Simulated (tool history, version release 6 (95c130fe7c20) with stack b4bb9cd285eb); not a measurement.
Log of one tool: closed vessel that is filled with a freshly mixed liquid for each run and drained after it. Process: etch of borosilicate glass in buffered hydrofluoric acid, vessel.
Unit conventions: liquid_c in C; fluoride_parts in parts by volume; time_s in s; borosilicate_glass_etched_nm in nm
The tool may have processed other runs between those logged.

run,hour,liquid_c,fluoride_parts,time_s,borosilicate_glass_etched_nm
1,0.0,23,7.5,100,141.95
2,2.2,24,7.5,100,149.91
3,3.5,24,5.5,100,202.17
4,12.5,24,7.0,100,163.05
5,19.7,24,7.5,100,151.24
6,25.4,24,7.5,100,150.40
7,31.4,28,5.5,100,251.01

Expected results for the next run?
8,33.8,29,5.5,100,?

{"run 8": {"borosilicate_glass_etched_nm": 263.19}}
